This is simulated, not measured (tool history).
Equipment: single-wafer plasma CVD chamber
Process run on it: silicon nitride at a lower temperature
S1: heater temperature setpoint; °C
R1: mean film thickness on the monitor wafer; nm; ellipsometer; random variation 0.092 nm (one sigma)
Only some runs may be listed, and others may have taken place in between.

Run 1, hour 0: S1 335 °C, chamber pressure (Torr) 2.08, RF power (W) 370, deposition time (s) 30.1. Result: R1 43.083 nm.
Run 2, hour 5.8: S1 335 °C, chamber pressure (Torr) 2.08, RF power (W) 370, deposition time (s) 28.6. Result: R1 40.986 nm.
Run 3, hour 12.2: S1 335 °C, chamber pressure (Torr) 2.08, RF power (W) 405, deposition time (s) 28.6. Result: R1 44.098 nm.
Run 4, hour 19.3: S1 335 °C, chamber pressure (Torr) 1.99, RF power (W) 405, deposition time (s) 28.6. Result: R1 43.425 nm.
Run 5, hour 25.4: S1 327 °C, chamber pressure (Torr) 1.99, RF power (W) 405, deposition time (s) 28.6. Result: R1 43.485 nm.
Run 6, hour 27.3: S1 323 °C, chamber pressure (Torr) 1.99, RF power (W) 405, deposition time (s) 28.6. Result: R1 43.635 nm.

The next listed run, before its measurement:
Run 7, hour 31: S1 323 °C, chamber pressure (Torr) 1.91, RF power (W) 405, deposition time (s) 28.6. Result: R1 ?.

R1: 42.952 nm

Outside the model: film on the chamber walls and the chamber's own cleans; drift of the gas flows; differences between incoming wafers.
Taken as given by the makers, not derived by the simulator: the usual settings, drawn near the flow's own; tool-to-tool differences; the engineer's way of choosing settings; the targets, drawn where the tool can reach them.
